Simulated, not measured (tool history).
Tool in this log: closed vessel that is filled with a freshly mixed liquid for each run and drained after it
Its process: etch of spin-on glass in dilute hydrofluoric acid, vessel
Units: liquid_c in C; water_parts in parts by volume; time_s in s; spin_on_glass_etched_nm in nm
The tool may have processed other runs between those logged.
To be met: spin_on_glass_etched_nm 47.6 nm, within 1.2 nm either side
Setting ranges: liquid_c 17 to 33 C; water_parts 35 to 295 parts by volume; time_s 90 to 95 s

run,hour,liquid_c,water_parts,time_s,spin_on_glass_etched_nm
1,0,25,165,90,25.374
2,6.2,25,115,90,38.049
3,15,28,115,90,42.98
4,20.1,28,170,90,27.246
5,28.1,28,220,90,19.825
6,34.6,31,220,90,21.87
7,35.9,31.5,205,90,24.255
8,37.7,31.5,190,90,27.076
9,44.8,31.5,180,90,28.501
10,46.9,31.5,170,90,31.131
11,54.6,33,110,90,54.313
12,58.7,32.5,110,90,52.671
13,63.8,32,110,90,52.306

Next run, 5 choices. One meets every target within its allowed miss, the rest don't. Which?
A,68.9,29.5,110,90,?
B,68.9,31.5,95,90,?
C,68.9,33,110,95,?
D,68.9,30,105,90,?
E,68.9,30.5,95,95,?

move,spin_on_glass_etched_nm
A,47.283
B,60.256
C,56.757
D,50.82
E,61.274
A: every result within its allowed miss
B: lands further from the targets than the last run did
C: lands further from the targets than the last run did
D: an improvement on the last run, though not all results are within tolerance
E: lands further from the targets than the last run did
Go with A: it meets all targets.

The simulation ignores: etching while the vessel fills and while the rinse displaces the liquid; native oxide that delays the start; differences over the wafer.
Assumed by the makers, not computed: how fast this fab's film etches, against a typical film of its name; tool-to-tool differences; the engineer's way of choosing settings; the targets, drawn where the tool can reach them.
